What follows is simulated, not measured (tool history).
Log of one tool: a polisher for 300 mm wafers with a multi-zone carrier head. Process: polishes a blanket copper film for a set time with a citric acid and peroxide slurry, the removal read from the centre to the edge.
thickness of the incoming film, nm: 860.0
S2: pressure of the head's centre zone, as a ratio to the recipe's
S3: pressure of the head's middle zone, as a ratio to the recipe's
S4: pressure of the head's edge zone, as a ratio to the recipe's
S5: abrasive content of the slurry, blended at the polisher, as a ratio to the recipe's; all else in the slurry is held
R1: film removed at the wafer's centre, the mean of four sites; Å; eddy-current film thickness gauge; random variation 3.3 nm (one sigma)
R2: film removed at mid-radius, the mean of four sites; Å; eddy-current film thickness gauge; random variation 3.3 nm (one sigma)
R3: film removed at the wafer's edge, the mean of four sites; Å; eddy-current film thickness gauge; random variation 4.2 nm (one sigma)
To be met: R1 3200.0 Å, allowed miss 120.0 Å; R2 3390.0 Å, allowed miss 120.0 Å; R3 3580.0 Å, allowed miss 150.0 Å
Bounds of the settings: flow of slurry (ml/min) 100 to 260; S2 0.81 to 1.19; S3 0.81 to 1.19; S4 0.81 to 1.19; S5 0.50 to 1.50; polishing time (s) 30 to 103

{"run": 1, "day": 0.0, "flow of slurry (ml/min)": 165, "S2": 1.0, "S3": 1.0, "S4": 1.0, "S5": 1.0, "polishing time (s)": 66, "R1": 2419.5, "R2": 2389.8, "R3": 2367.3}
{"run": 2, "day": 0.192, "flow of slurry (ml/min)": 165, "S2": 1.0, "S3": 0.95, "S4": 1.0, "S5": 1.0, "polishing time (s)": 66, "R1": 2364.0, "R2": 2313.2, "R3": 2377.7}
{"run": 3, "day": 0.271, "flow of slurry (ml/min)": 165, "S2": 1.0, "S3": 0.95, "S4": 1.0, "S5": 0.85, "polishing time (s)": 66, "R1": 2346.5, "R2": 2257.7, "R3": 2276.9}
{"run": 4, "day": 0.512, "flow of slurry (ml/min)": 165, "S2": 1.0, "S3": 0.95, "S4": 1.0, "S5": 0.65, "polishing time (s)": 66, "R1": 2235.8, "R2": 2147.1, "R3": 2206.9}
{"run": 5, "day": 0.55, "flow of slurry (ml/min)": 170, "S2": 0.98, "S3": 0.96, "S4": 1.05, "S5": 0.9, "polishing time (s)": 72, "R1": 2542.8, "R2": 2476.5, "R3": 2547.9}
{"run": 6, "day": 0.738, "flow of slurry (ml/min)": 200, "S2": 0.98, "S3": 0.96, "S4": 1.05, "S5": 0.9, "polishing time (s)": 72, "R1": 2662.1, "R2": 2567.6, "R3": 2643.4}
{"run": 7, "day": 0.762, "flow of slurry (ml/min)": 205, "S2": 0.95, "S3": 0.97, "S4": 1.08, "S5": 1.1, "polishing time (s)": 76, "R1": 2810.1, "R2": 2906.8, "R3": 2850.4}
{"run": 8, "day": 0.942, "flow of slurry (ml/min)": 195, "S2": 0.93, "S3": 0.93, "S4": 1.11, "S5": 1.2, "polishing time (s)": 81, "R1": 2968.6, "R2": 2960.5, "R3": 3128.4}
{"run": 9, "day": 1.054, "flow of slurry (ml/min)": 195, "S2": 0.91, "S3": 0.93, "S4": 1.13, "S5": 1.3, "polishing time (s)": 83, "R1": 2977.3, "R2": 3019.9, "R3": 3407.5}
{"run": 10, "day": 1.1, "flow of slurry (ml/min)": 210, "S2": 0.91, "S3": 0.94, "S4": 1.14, "S5": 1.35, "polishing time (s)": 83, "R1": 3056.4, "R2": 3182.2, "R3": 3386.3}
{"run": 11, "day": 1.183, "flow of slurry (ml/min)": 215, "S2": 0.91, "S3": 0.94, "S4": 1.15, "S5": 1.4, "polishing time (s)": 84, "R1": 3060.2, "R2": 3253.7, "R3": 3476.0}
{"run": 12, "day": 1.262, "flow of slurry (ml/min)": 220, "S2": 0.92, "S3": 0.94, "S4": 1.16, "S5": 1.4, "polishing time (s)": 84, "R1": 3204.9, "R2": 3209.7, "R3": 3473.9}

Which of these 4 next moves meets every target?
{"run": "A", "day": 1.342, "flow of slurry (ml/min)": 175, "S2": 0.95, "S3": 1.0, "S4": 1.18, "S5": 0.95, "polishing time (s)": 93, "R1": "?", "R2": "?", "R3": "?"}
{"run": "B", "day": 1.342, "flow of slurry (ml/min)": 250, "S2": 0.82, "S3": 1.05, "S4": 1.11, "S5": 1.25, "polishing time (s)": 88, "R1": "?", "R2": "?", "R3": "?"}
{"run": "C", "day": 1.342, "flow of slurry (ml/min)": 230, "S2": 0.96, "S3": 1.04, "S4": 1.13, "S5": 1.4, "polishing time (s)": 80, "R1": "?", "R2": "?", "R3": "?"}
{"run": "D", "day": 1.342, "flow of slurry (ml/min)": 260, "S2": 0.99, "S3": 0.94, "S4": 1.15, "S5": 1.15, "polishing time (s)": 78, "R1": "?", "R2": "?", "R3": "?"}

move=A R1=3253.3 R2=3403.8 R3=3548.9
move=B R1=2967.2 R2=3678.7 R3=3549.4
move=C R1=3172.1 R2=3361.0 R3=3304.0
move=D R1=3113.0 R2=2984.4 R3=3164.7
A: meets every target
B: takes the result that was furthest off past its target
C: brings the result that was furthest off to its target, and leaves another outside
D: further off than the last run
Answer: A
